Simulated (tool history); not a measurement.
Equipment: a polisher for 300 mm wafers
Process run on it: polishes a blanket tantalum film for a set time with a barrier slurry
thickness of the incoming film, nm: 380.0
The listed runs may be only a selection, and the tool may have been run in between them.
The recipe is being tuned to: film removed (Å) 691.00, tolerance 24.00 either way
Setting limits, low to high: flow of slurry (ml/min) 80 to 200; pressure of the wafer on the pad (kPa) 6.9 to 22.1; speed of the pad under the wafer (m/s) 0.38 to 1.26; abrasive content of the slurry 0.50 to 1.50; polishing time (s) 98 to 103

run,hour,flow of slurry (ml/min),pressure of the wafer on the pad (kPa),speed of the pad under the wafer (m/s),abrasive content of the slurry,polishing time (s),film removed (Å)
1,0.0,130,14.5,0.82,1.00,98,1439.40
2,1.3,125,12.4,0.78,1.00,98,1182.20
3,7.9,125,14.5,0.78,1.00,98,1360.80
4,16.6,120,12.4,0.76,1.00,98,1136.90
5,24.1,115,11.0,0.74,1.00,98,979.13
6,28.0,110,10.3,0.74,1.00,98,917.23
7,30.1,105,9.7,0.74,1.00,98,843.04
8,31.1,100,9.0,0.74,1.00,98,773.90
9,39.4,95,9.0,0.74,1.00,98,770.85
10,47.0,90,9.0,0.74,1.00,98,775.40

Which of these 4 next moves meets every target?
A,54.6,85,9.0,0.68,0.75,102,?
B,54.6,85,6.9,0.80,0.95,99,?
C,54.6,105,8.3,0.82,0.95,103,?
D,54.6,120,8.3,0.74,0.85,98,?

move,film removed (Å)
A,640.00
B,639.81
C,847.99
D,712.13
A: takes the result that was furthest off past its target
B: takes the result that was furthest off past its target
C: the biggest miss grows against the last run
D: meets every target
Correct choice: D, which meets every target

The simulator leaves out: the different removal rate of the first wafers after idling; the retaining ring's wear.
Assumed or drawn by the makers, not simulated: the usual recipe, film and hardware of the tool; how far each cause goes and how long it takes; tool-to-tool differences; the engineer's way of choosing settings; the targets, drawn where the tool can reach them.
